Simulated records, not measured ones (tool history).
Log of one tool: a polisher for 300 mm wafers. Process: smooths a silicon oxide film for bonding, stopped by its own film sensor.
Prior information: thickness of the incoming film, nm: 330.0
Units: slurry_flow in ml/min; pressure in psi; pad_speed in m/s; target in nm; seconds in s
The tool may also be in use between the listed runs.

run,day,slurry_flow,pressure,pad_speed,slurry_solids,target,seconds
1,0,135,2.1,0.98,1,227,127.32
2,0.096,135,2.1,0.98,1,227,126.58
3,0.325,135,2.1,0.98,1,227,127.26
4,0.529,135,2.1,0.86,1,227,138.78
5,0.742,135,2.1,0.86,1.15,227,136.85
6,1.079,135,2.1,0.74,1.15,227,149.52
7,1.175,135,2.3,0.76,1.15,227,139.21
8,1.217,135,2.5,0.8,1.15,227,125.06
9,1.479,135,2.7,0.84,1.15,227,116.94
10,1.708,135,2.8,0.88,1.15,227,108.44

For run 11, what comes out?
11,1.762,135,2.9,0.9,1.15,227,?

{"run 11": {"seconds": 103.82}}
